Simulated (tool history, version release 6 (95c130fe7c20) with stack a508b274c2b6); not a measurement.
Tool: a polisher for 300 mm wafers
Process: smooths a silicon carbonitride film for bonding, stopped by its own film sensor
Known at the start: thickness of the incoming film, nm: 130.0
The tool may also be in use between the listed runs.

| run | hour | flow of slurry (ml/min) | pressure of the wafer on the pad (kPa) | speed of the pad under the wafer (m/s) | abrasive content of the slurry | target thickness at which the film sensor stops the polish (angstrom) | time until the film sensor stopped the polish (s) |
|---|---|---|---|---|---|---|---|
| 1 | 0 | 155 | 10.3 | 1.1 | 1 | 1030 | 109.94 |
| 2 | 2.2 | 155 | 11 | 1.1 | 1 | 1030 | 105.11 |
| 3 | 3.6 | 155 | 11 | 1.1 | 1 | 1020 | 109.21 |
| 4 | 9.1 | 125 | 11 | 1.1 | 1 | 1020 | 110.4 |
| 5 | 15 | 140 | 11 | 1.1 | 1 | 1020 | 111.81 |
| 6 | 15.7 | 140 | 11 | 1.1 | 1 | 1030 | 107.92 |
| 7 | 19.1 | 140 | 10.3 | 1.06 | 1 | 1030 | 119.99 |
| 8 | 21.6 | 140 | 9.7 | 1.06 | 1 | 1030 | 125.94 |
| 9 | 24.9 | 140 | 9 | 1.06 | 1 | 1030 | 133.94 |
| 10 | 27.6 | 140 | 8.3 | 1.06 | 1 | 1030 | 148.12 |
| 11 | 28.3 | 140 | 7.6 | 1.06 | 1 | 1030 | 154.87 |
| 12 | 31.5 | 140 | 6.9 | 1.06 | 1 | 1030 | 174.39 |
| 13 | 40.3 | 135 | 5.5 | 1.04 | 1 | 1030 | 219.37 |

Forecast run 14:
| 14 | 49 | 145 | 5.5 | 1.04 | 1 | 1030 | ? |

Run 14 gave time until the film sensor stopped the polish (s) 219.11.

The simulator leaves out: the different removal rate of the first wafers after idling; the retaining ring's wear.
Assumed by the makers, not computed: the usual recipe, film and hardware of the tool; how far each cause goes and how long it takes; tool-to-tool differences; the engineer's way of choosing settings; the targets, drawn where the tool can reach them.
